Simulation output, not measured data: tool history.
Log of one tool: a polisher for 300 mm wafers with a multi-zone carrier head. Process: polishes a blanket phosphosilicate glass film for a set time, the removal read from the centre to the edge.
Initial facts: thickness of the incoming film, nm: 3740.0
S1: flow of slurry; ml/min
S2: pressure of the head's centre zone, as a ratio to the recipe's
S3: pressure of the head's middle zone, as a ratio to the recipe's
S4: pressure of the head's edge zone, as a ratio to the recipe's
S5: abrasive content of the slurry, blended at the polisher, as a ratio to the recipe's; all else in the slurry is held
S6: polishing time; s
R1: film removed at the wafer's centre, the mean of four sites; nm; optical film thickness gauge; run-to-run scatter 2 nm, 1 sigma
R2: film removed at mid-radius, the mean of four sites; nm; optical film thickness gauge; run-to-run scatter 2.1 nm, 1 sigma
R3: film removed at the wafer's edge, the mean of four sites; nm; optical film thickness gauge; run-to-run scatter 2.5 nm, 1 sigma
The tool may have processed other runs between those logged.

run	day	S1	S2	S3	S4	S5	S6	R1	R2	R3
1	0	230	1	1	1	1	69	372.71	364.96	353.71
2	0.108	230	1	1	1	0.9	69	359.32	349.18	337.61
3	0.421	230	1	0.92	1	0.9	69	357.63	328.63	337.7
4	0.567	225	0.98	0.93	0.97	0.85	69	335.63	324.24	327.53
5	0.7	230	0.98	0.94	0.94	0.8	69	332.49	321.31	313.52
6	0.867	230	0.98	0.94	0.94	0.8	57	271.23	264.89	255.62
7	1.071	240	0.98	0.96	0.94	0.8	57	277.74	266.2	262.09

For run 8, what comes out?
8	1.212	240	0.98	0.98	0.94	0.8	57	?	?	?

Run 8 yielded R1 276.05 nm, R2 273.17 nm, R3 262.73 nm.

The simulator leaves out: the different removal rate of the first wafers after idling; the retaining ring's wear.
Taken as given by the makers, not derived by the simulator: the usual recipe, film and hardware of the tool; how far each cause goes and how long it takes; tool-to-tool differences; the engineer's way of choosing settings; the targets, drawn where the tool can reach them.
